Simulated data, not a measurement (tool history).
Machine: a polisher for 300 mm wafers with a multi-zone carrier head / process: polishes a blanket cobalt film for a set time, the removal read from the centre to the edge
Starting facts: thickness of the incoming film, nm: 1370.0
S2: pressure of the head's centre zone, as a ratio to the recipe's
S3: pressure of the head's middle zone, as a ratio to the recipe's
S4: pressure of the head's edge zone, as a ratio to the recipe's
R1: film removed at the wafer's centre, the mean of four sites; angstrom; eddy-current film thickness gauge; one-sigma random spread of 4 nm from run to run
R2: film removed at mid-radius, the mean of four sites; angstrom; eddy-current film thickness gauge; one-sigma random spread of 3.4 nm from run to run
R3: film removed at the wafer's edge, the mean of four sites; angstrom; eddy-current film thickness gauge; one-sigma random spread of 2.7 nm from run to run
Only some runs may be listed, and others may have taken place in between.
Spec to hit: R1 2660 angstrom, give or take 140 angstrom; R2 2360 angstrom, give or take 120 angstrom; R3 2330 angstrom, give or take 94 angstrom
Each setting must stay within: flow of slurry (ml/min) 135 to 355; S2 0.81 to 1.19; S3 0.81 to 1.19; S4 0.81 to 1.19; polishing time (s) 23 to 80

Run 1, hour 0: flow of slurry (ml/min) 225, S2 1, S3 1, S4 1, polishing time (s) 51. Result: R1 2999.7 angstrom, R2 2958.4 angstrom, R3 3016.4 angstrom.
Run 2, hour 8.7: flow of slurry (ml/min) 225, S2 1, S3 1, S4 1.04, polishing time (s) 51. Result: R1 2979.2 angstrom, R2 2897.2 angstrom, R3 2978.3 angstrom.
Run 3, hour 12.5: flow of slurry (ml/min) 225, S2 1, S3 1.08, S4 1.04, polishing time (s) 51. Result: R1 2963.5 angstrom, R2 3214.7 angstrom, R3 3075.3 angstrom.
Run 4, hour 18.3: flow of slurry (ml/min) 225, S2 1, S3 1.14, S4 1.04, polishing time (s) 51. Result: R1 2990.5 angstrom, R2 3181.5 angstrom, R3 2999.9 angstrom.
Run 5, hour 21.9: flow of slurry (ml/min) 225, S2 1.03, S3 1.12, S4 1.03, polishing time (s) 48. Result: R1 2922.6 angstrom, R2 3065.6 angstrom, R3 2808.2 angstrom.
Run 6, hour 23.4: flow of slurry (ml/min) 225, S2 1.03, S3 1.09, S4 1.03, polishing time (s) 48. Result: R1 2894.5 angstrom, R2 3004.4 angstrom, R3 2843.2 angstrom.
Run 7, hour 30.1: flow of slurry (ml/min) 215, S2 1.13, S3 0.99, S4 0.93, polishing time (s) 38. Result: R1 2611.1 angstrom, R2 2177.8 angstrom, R3 2155.9 angstrom.
Run 8, hour 35.5: flow of slurry (ml/min) 220, S2 1.12, S3 1, S4 0.94, polishing time (s) 38. Result: R1 2493.8 angstrom, R2 2152.3 angstrom, R3 2217.7 angstrom.
Run 9, hour 38.5: flow of slurry (ml/min) 220, S2 1.12, S3 1.01, S4 0.94, polishing time (s) 38. Result: R1 2570.7 angstrom, R2 2186.9 angstrom, R3 2214.4 angstrom.
Run 10, hour 45.2: flow of slurry (ml/min) 220, S2 1.12, S3 1.01, S4 0.94, polishing time (s) 38. Result: R1 2575.4 angstrom, R2 2223.2 angstrom, R3 2126.4 angstrom.
Run 11, hour 53.8: flow of slurry (ml/min) 220, S2 1.12, S3 1.01, S4 0.95, polishing time (s) 39. Result: R1 2485.1 angstrom, R2 2263.6 angstrom, R3 2258.4 angstrom.

4 next moves are on the table. One of them brings every result within its allowed miss. Which?
Run A, hour 62.4: flow of slurry (ml/min) 245, S2 1.13, S3 0.97, S4 1.05, polishing time (s) 36. Result: R1 ?, R2 ?, R3 ?.
Run B, hour 62.4: flow of slurry (ml/min) 265, S2 1.19, S3 0.94, S4 1.01, polishing time (s) 36. Result: R1 ?, R2 ?, R3 ?.
Run C, hour 62.4: flow of slurry (ml/min) 200, S2 1.05, S3 0.98, S4 0.87, polishing time (s) 43. Result: R1 ?, R2 ?, R3 ?.
Run D, hour 62.4: flow of slurry (ml/min) 235, S2 1.08, S3 1.11, S4 1.13, polishing time (s) 35. Result: R1 ?, R2 ?, R3 ?.

move      R1      R2      R3
   A  2421.9    2040  2179.4
   B    2575    2008  2156.8
   C  2613.9  2397.9  2359.6
   D    2240    2193  2179.5
A: lands further from the targets than the last run did
B: brings the last run's worst result on target, with another outside its allowed miss
C: each result inside its tolerance
D: lands further from the targets than the last run did
So the answer is move C, the one that meets all the targets.
